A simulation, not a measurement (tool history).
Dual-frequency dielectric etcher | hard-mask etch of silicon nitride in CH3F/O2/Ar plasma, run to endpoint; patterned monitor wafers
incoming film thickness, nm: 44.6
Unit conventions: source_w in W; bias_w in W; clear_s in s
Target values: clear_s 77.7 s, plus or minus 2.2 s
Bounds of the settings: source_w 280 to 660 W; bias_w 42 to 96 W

{"run": 1, "hour": 0.0, "source_w": 470, "bias_w": 69, "clear_s": 65.71}
{"run": 2, "hour": 4.5, "source_w": 470, "bias_w": 78, "clear_s": 63.293}
{"run": 3, "hour": 8.5, "source_w": 440, "bias_w": 78, "clear_s": 66.283}
{"run": 4, "hour": 16.1, "source_w": 480, "bias_w": 78, "clear_s": 61.564}
{"run": 5, "hour": 23.9, "source_w": 550, "bias_w": 78, "clear_s": 57.688}
{"run": 6, "hour": 32.7, "source_w": 550, "bias_w": 69, "clear_s": 60.267}
{"run": 7, "hour": 41.4, "source_w": 520, "bias_w": 68, "clear_s": 61.391}
{"run": 8, "hour": 47.1, "source_w": 490, "bias_w": 67, "clear_s": 65.001}

Pick the move, out of 5, that brings all results within their allowed miss; only one does.
{"run": "A", "hour": 52.8, "source_w": 360, "bias_w": 70, "clear_s": "?"}
{"run": "B", "hour": 52.8, "source_w": 420, "bias_w": 66, "clear_s": "?"}
{"run": "C", "hour": 52.8, "source_w": 660, "bias_w": 85, "clear_s": "?"}
{"run": "D", "hour": 52.8, "source_w": 420, "bias_w": 61, "clear_s": "?"}
{"run": "E", "hour": 52.8, "source_w": 450, "bias_w": 53, "clear_s": "?"}

move=A clear_s=78.142
move=B clear_s=71.519
move=C clear_s=50.823
move=D clear_s=73.284
move=E clear_s=73.066
A: every result within its allowed miss
B: moves toward the targets from the last run without getting all of them in spec
C: the biggest miss grows against the last run
D: moves toward the targets from the last run without getting all of them in spec
E: moves toward the targets from the last run without getting all of them in spec
Answer: A
